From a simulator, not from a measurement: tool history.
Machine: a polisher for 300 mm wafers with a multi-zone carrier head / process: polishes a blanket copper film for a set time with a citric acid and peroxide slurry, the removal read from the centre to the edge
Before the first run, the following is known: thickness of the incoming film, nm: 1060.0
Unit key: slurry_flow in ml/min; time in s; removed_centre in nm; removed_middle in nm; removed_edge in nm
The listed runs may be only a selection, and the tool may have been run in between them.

run 1 hour=0.0 | slurry_flow=225 centre_zone=1.00 middle_zone=1.00 edge_zone=1.00 slurry_solids=1.00 time=57 | removed_centre=133.42 removed_middle=134.02 removed_edge=133.19
run 2 hour=2.5 | slurry_flow=195 centre_zone=1.00 middle_zone=1.00 edge_zone=1.00 slurry_solids=1.00 time=57 | removed_centre=132.93 removed_middle=129.73 removed_edge=128.90
run 3 hour=4.0 | slurry_flow=220 centre_zone=1.05 middle_zone=0.99 edge_zone=1.03 slurry_solids=1.05 time=57 | removed_centre=138.67 removed_middle=134.96 removed_edge=137.23
run 4 hour=12.8 | slurry_flow=220 centre_zone=1.05 middle_zone=0.99 edge_zone=1.06 slurry_solids=1.05 time=57 | removed_centre=142.77 removed_middle=131.77 removed_edge=138.35
run 5 hour=18.5 | slurry_flow=220 centre_zone=1.05 middle_zone=0.99 edge_zone=1.06 slurry_solids=1.25 time=57 | removed_centre=150.60 removed_middle=140.15 removed_edge=140.78
run 6 hour=20.1 | slurry_flow=230 centre_zone=1.08 middle_zone=0.98 edge_zone=1.08 slurry_solids=1.25 time=57 | removed_centre=153.59 removed_middle=135.92 removed_edge=146.18
run 7 hour=25.3 | slurry_flow=240 centre_zone=1.10 middle_zone=0.99 edge_zone=1.08 slurry_solids=1.30 time=57 | removed_centre=161.34 removed_middle=140.72 removed_edge=149.41
run 8 hour=27.8 | slurry_flow=245 centre_zone=1.11 middle_zone=0.99 edge_zone=1.08 slurry_solids=1.30 time=57 | removed_centre=162.73 removed_middle=140.75 removed_edge=146.99
run 9 hour=34.6 | slurry_flow=250 centre_zone=1.11 middle_zone=0.99 edge_zone=1.09 slurry_solids=1.30 time=57 | removed_centre=160.89 removed_middle=140.81 removed_edge=147.74

What will run 10 give?
run 10 hour=36.8 | slurry_flow=250 centre_zone=1.12 middle_zone=0.99 edge_zone=1.10 slurry_solids=1.30 time=57 | removed_centre=? removed_middle=? removed_edge=?

removed_centre: 162.17 nm
removed_middle: 142.68 nm
removed_edge: 150.39 nm

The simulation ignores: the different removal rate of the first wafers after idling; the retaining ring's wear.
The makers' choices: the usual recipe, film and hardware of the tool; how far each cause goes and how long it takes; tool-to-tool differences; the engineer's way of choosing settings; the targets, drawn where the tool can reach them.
